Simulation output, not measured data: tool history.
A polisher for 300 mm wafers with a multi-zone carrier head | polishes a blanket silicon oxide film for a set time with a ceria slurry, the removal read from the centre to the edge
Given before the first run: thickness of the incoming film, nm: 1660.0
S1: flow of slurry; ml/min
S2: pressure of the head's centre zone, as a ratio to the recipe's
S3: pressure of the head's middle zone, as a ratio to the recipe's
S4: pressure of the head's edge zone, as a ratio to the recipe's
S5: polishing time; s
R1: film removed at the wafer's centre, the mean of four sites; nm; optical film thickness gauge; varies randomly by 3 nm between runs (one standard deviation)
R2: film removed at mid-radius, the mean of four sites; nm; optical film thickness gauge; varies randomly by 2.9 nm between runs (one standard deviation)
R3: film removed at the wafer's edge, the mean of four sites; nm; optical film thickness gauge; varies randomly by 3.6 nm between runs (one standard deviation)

{"run": 1, "hour": 0.0, "S1": 150, "S2": 1, "S3": 1, "S4": 1, "S5": 33, "R1": 177.78, "R2": 193.31, "R3": 190.43}
{"run": 2, "hour": 4.2, "S1": 150, "S2": 1, "S3": 1, "S4": 0.96, "S5": 33, "R1": 182.81, "R2": 187.96, "R3": 190.04}
{"run": 3, "hour": 11.1, "S1": 150, "S2": 1, "S3": 1, "S4": 0.96, "S5": 30, "R1": 162.05, "R2": 173.04, "R3": 171.88}
{"run": 4, "hour": 16.0, "S1": 150, "S2": 0.97, "S3": 1, "S4": 1, "S5": 33, "R1": 177.45, "R2": 191.34, "R3": 190.41}
{"run": 5, "hour": 24.7, "S1": 150, "S2": 0.93, "S3": 1, "S4": 1.05, "S5": 35, "R1": 176.54, "R2": 203.25, "R3": 207.1}
{"run": 6, "hour": 31.7, "S1": 155, "S2": 0.93, "S3": 1.01, "S4": 1.08, "S5": 36, "R1": 191.35, "R2": 212.9, "R3": 221.92}
{"run": 7, "hour": 35.0, "S1": 165, "S2": 0.91, "S3": 1.04, "S4": 1.1, "S5": 36, "R1": 186.72, "R2": 224.86, "R3": 221.67}
{"run": 8, "hour": 37.4, "S1": 170, "S2": 0.91, "S3": 1.04, "S4": 1.12, "S5": 37, "R1": 195.12, "R2": 225.7, "R3": 237.84}

For run 9, what comes out?
{"run": 9, "hour": 39.6, "S1": 175, "S2": 0.91, "S3": 1.06, "S4": 1.12, "S5": 37, "R1": "?", "R2": "?", "R3": "?"}

Run 9 produced R1 191.39 nm, R2 228.61 nm, R3 235.3 nm.

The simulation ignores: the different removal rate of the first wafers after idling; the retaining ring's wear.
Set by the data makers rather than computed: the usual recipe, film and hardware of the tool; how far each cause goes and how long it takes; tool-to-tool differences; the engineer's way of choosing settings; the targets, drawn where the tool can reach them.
